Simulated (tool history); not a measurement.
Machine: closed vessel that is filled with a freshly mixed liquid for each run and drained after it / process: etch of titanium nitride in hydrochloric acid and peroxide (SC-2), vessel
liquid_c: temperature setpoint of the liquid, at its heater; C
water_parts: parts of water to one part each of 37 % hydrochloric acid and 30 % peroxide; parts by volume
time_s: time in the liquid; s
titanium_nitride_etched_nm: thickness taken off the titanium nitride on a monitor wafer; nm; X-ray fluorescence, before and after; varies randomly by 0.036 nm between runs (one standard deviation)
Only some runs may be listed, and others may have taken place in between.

Run 1, hour 0: liquid_c 50 C, water_parts 5 parts by volume, time_s 235 s. Result: titanium_nitride_etched_nm 14.658 nm.
Run 2, hour 5.5: liquid_c 50 C, water_parts 5 parts by volume, time_s 235 s. Result: titanium_nitride_etched_nm 14.357 nm.
Run 3, hour 12.3: liquid_c 45.5 C, water_parts 5.5 parts by volume, time_s 235 s. Result: titanium_nitride_etched_nm 10.043 nm.
Run 4, hour 19: liquid_c 42.5 C, water_parts 5.5 parts by volume, time_s 235 s. Result: titanium_nitride_etched_nm 8.319 nm.
Run 5, hour 24.9: liquid_c 45 C, water_parts 5.5 parts by volume, time_s 235 s. Result: titanium_nitride_etched_nm 9.8216 nm.
Run 6, hour 31.8: liquid_c 42 C, water_parts 5.5 parts by volume, time_s 235 s. Result: titanium_nitride_etched_nm 7.8974 nm.
Run 7, hour 32.6: liquid_c 40 C, water_parts 5.5 parts by volume, time_s 235 s. Result: titanium_nitride_etched_nm 6.8289 nm.
Run 8, hour 34.9: liquid_c 38.5 C, water_parts 5.5 parts by volume, time_s 235 s. Result: titanium_nitride_etched_nm 6.209 nm.
Run 9, hour 42.3: liquid_c 37.5 C, water_parts 5.5 parts by volume, time_s 235 s. Result: titanium_nitride_etched_nm 5.7534 nm.
Run 10, hour 49: liquid_c 37 C, water_parts 5.5 parts by volume, time_s 235 s. Result: titanium_nitride_etched_nm 5.4606 nm.

Run 11 has not been measured yet. What should we expect?
Run 11, hour 50.3: liquid_c 36.5 C, water_parts 5.5 parts by volume, time_s 235 s. Result: titanium_nitride_etched_nm ?.

titanium_nitride_etched_nm: 5.3883 nm
